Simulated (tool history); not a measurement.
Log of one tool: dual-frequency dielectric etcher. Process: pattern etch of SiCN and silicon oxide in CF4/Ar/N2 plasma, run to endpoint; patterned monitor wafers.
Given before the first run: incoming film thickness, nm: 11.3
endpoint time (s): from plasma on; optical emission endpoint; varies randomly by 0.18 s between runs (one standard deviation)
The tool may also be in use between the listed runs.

run,day,source power (W),bias power (W),Ar flow (sccm),CF4 flow (sccm),endpoint time (s)
1,0,450,56,102,84,15.514
2,0.021,480,56,102,84,14.218
3,0.317,480,56,115,84,14.659
4,0.379,450,55,115,84,15.882
5,0.521,450,55,97,84,15.629
6,0.7,450,55,97,93,15.16

Expected results for the next run?
7,0.896,420,55,97,93,?

Logged for run 7: endpoint time (s) 16.081.
